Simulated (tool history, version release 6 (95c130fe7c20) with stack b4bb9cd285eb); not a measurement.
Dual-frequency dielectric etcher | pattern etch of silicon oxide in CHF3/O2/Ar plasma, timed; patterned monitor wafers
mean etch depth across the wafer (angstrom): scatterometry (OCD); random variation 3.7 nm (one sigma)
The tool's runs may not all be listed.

run	hour	source power (kW)	bias power (kW)	etch time (s)	mean etch depth across the wafer (angstrom)
1	0	0.84	0.219	419.5	9858.2
2	2.5	0.77	0.215	419	9363.9
3	10.5	0.73	0.214	419	9030.5
4	16.4	0.73	0.194	419	8841.4
5	23.3	0.87	0.194	419	9635.5
6	31.7	0.74	0.194	419	8833.5
7	38.6	0.72	0.194	419	8760.7

The next listed run, before its measurement:
8	44.5	0.7	0.194	419	?

mean etch depth across the wafer (angstrom): 8602.7
